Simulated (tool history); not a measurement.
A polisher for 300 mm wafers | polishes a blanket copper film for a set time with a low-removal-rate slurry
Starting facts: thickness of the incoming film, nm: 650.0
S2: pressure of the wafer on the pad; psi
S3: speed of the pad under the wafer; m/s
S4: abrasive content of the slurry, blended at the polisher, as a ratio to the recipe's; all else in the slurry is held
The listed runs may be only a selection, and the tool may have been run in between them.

Run 1, hour 0.0: flow of slurry (ml/min) 170, S2 2.0 psi, S3 1.34 m/s, S4 1.0, polishing time (s) 55. Result: film removed (Å) 1304.1.
Run 2, hour 1.8: flow of slurry (ml/min) 170, S2 2.0 psi, S3 1.34 m/s, S4 1.0, polishing time (s) 58. Result: film removed (Å) 1392.3.
Run 3, hour 2.5: flow of slurry (ml/min) 165, S2 1.9 psi, S3 1.34 m/s, S4 1.0, polishing time (s) 58. Result: film removed (Å) 1342.5.
Run 4, hour 8.8: flow of slurry (ml/min) 165, S2 1.9 psi, S3 1.34 m/s, S4 1.0, polishing time (s) 58. Result: film removed (Å) 1332.8.
Run 5, hour 11.8: flow of slurry (ml/min) 165, S2 1.8 psi, S3 1.34 m/s, S4 1.0, polishing time (s) 58. Result: film removed (Å) 1290.2.
Run 6, hour 15.1: flow of slurry (ml/min) 165, S2 1.7 psi, S3 1.34 m/s, S4 1.0, polishing time (s) 58. Result: film removed (Å) 1239.1.

Forecast run 7:
Run 7, hour 19.5: flow of slurry (ml/min) 165, S2 1.6 psi, S3 1.34 m/s, S4 1.0, polishing time (s) 58. Result: film removed (Å) ?.

Run 7 produced film removed (Å) 1198.4.
